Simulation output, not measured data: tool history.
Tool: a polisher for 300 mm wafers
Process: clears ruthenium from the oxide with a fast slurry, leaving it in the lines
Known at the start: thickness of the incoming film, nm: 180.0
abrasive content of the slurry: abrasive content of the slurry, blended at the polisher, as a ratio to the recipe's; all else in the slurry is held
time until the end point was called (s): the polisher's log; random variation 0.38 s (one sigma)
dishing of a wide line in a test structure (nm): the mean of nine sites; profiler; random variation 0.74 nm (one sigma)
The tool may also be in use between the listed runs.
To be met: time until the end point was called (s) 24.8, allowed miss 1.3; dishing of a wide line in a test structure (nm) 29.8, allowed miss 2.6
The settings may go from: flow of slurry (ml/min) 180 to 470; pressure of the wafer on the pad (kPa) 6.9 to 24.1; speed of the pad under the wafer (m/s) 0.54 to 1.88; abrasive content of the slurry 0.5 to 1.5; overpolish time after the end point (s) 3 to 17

run	hour	flow of slurry (ml/min)	pressure of the wafer on the pad (kPa)	speed of the pad under the wafer (m/s)	abrasive content of the slurry	overpolish time after the end point (s)	time until the end point was called (s)	dishing of a wide line in a test structure (nm)
1	0	300	15.2	1.2	1	9	44.295	29.254
2	6.3	300	16.5	1.2	1	8	42.035	28.259
3	10.6	300	17.9	1.24	1	7	38.832	28.127
4	14	300	20	1.24	1	7	35.18	27.949
5	18.2	365	20	1.24	1	7	34.315	29.561
6	25.6	365	20	1.24	1	9	34.395	36.468
7	33.2	365	20.7	1.26	1	8	32.561	35.011
8	42	365	21.4	1.28	1	7	31.02	30.402
9	49.4	365	22.1	1.3	1	7	30.123	32.489
10	50	365	22.1	1.32	1	7	29.538	34.46
11	54.4	365	22.1	1.34	1	7	28.948	34.314
12	56.4	365	23.4	1.38	1.05	5	26.835	28.531

Which of these 4 next moves meets every target?
A	58.4	380	18.6	1.42	1.3	6	?	?
B	58.4	460	24.1	1.3	0.75	5	?	?
C	58.4	370	24.1	1.46	1	5	?	?
D	58.4	330	20.7	1.3	1.15	6	?	?

move	time until the end point was called (s)	dishing of a wide line in a test structure (nm)
A	29.719	30.004
B	29.41	26.091
C	24.821	29.95
D	30.775	29.176
A: further off than the last run
B: further off than the last run
C: meets every target
D: further off than the last run
The right move is C.
